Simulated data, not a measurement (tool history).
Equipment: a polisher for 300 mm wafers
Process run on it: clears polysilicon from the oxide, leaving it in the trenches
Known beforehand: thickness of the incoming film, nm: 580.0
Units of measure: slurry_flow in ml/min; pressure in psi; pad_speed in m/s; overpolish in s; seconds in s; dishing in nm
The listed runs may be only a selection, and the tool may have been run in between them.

run    day  slurry_flow  pressure  pad_speed  overpolish  seconds  dishing
  1      0          165       3.1       0.92          18   37.161   69.466
  2  0.042          165         3       0.92          15   38.326   65.516
  3    0.1          165       2.7       0.92          15   42.223   67.418
  4  0.454          150       3.1       0.82          13   41.457   64.225
  5  0.804          140       3.3       0.74          11   43.102   62.796
  6  1.083          140       3.3       0.92          11   36.065   64.519
  7  1.312          130       3.5       0.82          10   37.448   63.091
  8  1.592          125       3.7       0.74           9   39.176   60.131
  9  1.938          120       3.9       0.68           8   41.172   58.428
 10  2.304          115       4.1       0.62           7   41.891   53.497
 11   2.65          115       4.3       0.58           7   41.688   52.654
 12  3.008          115       4.4       0.54           7    42.49   54.485
 13  3.225          110       4.5       0.52           7   42.367   54.069
 14  3.283          110       4.5       0.52           7   43.841   52.848

What will run 15 give?
 15  3.492          110       4.6        0.5           7        ?        ?

Run 15 gave seconds 42.952 s, dishing 51.845 nm.

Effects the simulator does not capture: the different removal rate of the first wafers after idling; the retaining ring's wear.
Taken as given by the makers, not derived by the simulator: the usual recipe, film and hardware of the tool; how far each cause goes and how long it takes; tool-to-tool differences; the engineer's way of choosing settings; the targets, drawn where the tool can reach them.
